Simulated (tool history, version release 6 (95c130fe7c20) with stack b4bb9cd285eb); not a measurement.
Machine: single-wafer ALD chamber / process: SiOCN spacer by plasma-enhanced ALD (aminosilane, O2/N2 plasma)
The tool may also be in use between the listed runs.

run,hour,heater temperature setpoint (K),number of ALD cycles (cycles),mean film thickness on the monitor wafer (Å)
1,0.0,648.15,89,61.236
2,4.6,657.15,89,61.121
3,11.9,657.15,83,56.617
4,15.8,657.15,79,54.304
5,18.9,652.15,79,54.489
6,26.0,645.15,79,54.573
7,32.9,645.15,76,52.423
8,34.7,645.15,74,51.085

Estimate the outcome of run 9 from the log above:
9,38.9,645.15,73,?

mean film thickness on the monitor wafer (Å): 50.163
